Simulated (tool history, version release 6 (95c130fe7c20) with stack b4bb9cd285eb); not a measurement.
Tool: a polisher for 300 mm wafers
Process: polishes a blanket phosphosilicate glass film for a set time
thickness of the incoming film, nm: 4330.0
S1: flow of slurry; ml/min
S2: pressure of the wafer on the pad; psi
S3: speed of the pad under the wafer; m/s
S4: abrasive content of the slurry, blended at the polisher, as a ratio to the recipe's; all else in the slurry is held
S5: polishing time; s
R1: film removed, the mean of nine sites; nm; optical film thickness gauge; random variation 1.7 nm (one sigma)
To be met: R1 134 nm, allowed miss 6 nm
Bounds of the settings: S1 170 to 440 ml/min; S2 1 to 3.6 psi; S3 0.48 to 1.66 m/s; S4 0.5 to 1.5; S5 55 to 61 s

run    day   S1   S2    S3    S4  S5      R1
  1      0  280  2.3  1.06     1  61  340.41
  2  0.304  320  2.3  1.06     1  61  350.27
  3  0.479  365  2.3  1.06     1  61  352.69
  4  0.692  365  2.3  1.06     1  61  349.64
  5  0.817  365  2.2     1     1  61  319.16
  6  1.058  365  2.1  0.96     1  61   299.7
  7  1.096  365    2  0.92     1  61  268.57
  8  1.183  365  1.9   0.9     1  61  252.82
  9  1.417  365  1.8  0.88     1  61  239.69
 10  1.621  365  1.2  0.58  0.95  60  110.19
 11  1.792  365  1.6  0.58  0.95  60   144.4

Which of these 4 next moves meets every target?
  A  1.962  290  1.9  0.58  0.85  57   ?
  B  1.962  320  2.1  0.52   0.8  55   ?
  C  1.962  410  1.7  0.56   0.9  61   ?
  D  1.962  340  1.7  0.72  0.85  61   ?

move      R1
   A  147.29
   B   137.1
   C  147.19
   D  170.12
A: further off than the last run
B: meets every target
C: further off than the last run
D: further off than the last run
Answer: B

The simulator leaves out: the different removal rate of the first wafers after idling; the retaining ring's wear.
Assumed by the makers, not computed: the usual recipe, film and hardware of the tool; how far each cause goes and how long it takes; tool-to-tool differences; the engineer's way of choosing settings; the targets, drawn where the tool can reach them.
